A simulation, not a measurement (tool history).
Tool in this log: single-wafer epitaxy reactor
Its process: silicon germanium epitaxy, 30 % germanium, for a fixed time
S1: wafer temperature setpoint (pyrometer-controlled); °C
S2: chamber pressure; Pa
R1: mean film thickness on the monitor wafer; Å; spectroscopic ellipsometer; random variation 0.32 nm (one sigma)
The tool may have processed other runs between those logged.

{"run": 1, "hour": 0.0, "S1": 590, "S2": 2720, "R1": 477.47}
{"run": 2, "hour": 8.1, "S1": 590, "S2": 3146, "R1": 502.5}
{"run": 3, "hour": 9.2, "S1": 582, "S2": 3146, "R1": 433.54}
{"run": 4, "hour": 12.0, "S1": 582, "S2": 2693, "R1": 404.22}
{"run": 5, "hour": 16.3, "S1": 574, "S2": 2693, "R1": 349.87}
{"run": 6, "hour": 20.0, "S1": 570, "S2": 2693, "R1": 321.87}
{"run": 7, "hour": 23.1, "S1": 579, "S2": 2706, "R1": 387.45}

Estimate the outcome of run 8 from the log above:
{"run": 8, "hour": 24.0, "S1": 585, "S2": 2720, "R1": "?"}

{"run 8": {"R1": 429.45}}

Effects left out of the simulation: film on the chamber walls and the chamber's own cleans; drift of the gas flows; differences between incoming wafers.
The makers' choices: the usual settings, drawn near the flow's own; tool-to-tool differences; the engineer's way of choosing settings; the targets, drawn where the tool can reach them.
